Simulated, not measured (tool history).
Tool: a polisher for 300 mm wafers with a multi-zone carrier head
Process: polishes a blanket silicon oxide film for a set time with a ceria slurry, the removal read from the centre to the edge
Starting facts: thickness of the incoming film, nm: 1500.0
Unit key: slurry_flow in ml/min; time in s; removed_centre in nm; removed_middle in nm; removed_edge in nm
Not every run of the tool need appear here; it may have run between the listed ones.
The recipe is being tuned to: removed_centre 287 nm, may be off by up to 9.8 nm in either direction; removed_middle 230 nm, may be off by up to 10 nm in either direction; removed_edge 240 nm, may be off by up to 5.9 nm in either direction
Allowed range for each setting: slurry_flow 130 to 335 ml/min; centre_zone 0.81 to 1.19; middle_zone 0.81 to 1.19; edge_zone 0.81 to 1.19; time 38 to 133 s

run	hour	slurry_flow	centre_zone	middle_zone	edge_zone	time	removed_centre	removed_middle	removed_edge
1	0	215	1	1	1	85	360.48	372.35	361.32
2	1.3	215	1	1	1	64	269.9	273.48	272.89
3	5.6	215	1	1	0.95	64	270.68	274.38	264.09
4	12.4	205	1.02	0.96	0.93	64	278.2	268.07	262.1
5	16	200	1.04	0.92	0.91	63	273.82	253.26	256.18
6	20.4	195	1.06	0.9	0.89	63	280.79	247.79	249.62
7	23.7	190	1.07	0.88	0.88	63	280.24	244.56	248.89
8	32.3	190	1.08	0.87	0.87	63	285.38	243.1	247.42

4 next moves are on the table. One of them brings every result within its allowed miss. Which?
A	40.9	130	1.07	0.86	0.89	71	?	?	?
B	40.9	195	1.07	1	0.81	63	?	?	?
C	40.9	205	1.04	0.97	0.82	67	?	?	?
D	40.9	180	1.1	0.82	0.82	63	?	?	?

move	removed_centre	removed_middle	removed_edge
A	290.04	246.85	265.97
B	282.57	265.4	239.68
C	294.52	278.16	257.83
D	285.92	226.86	239.11
A: lands further from the targets than the last run did
B: lands further from the targets than the last run did
C: lands further from the targets than the last run did
D: every result within its allowed miss
Correct choice: D, which meets every target

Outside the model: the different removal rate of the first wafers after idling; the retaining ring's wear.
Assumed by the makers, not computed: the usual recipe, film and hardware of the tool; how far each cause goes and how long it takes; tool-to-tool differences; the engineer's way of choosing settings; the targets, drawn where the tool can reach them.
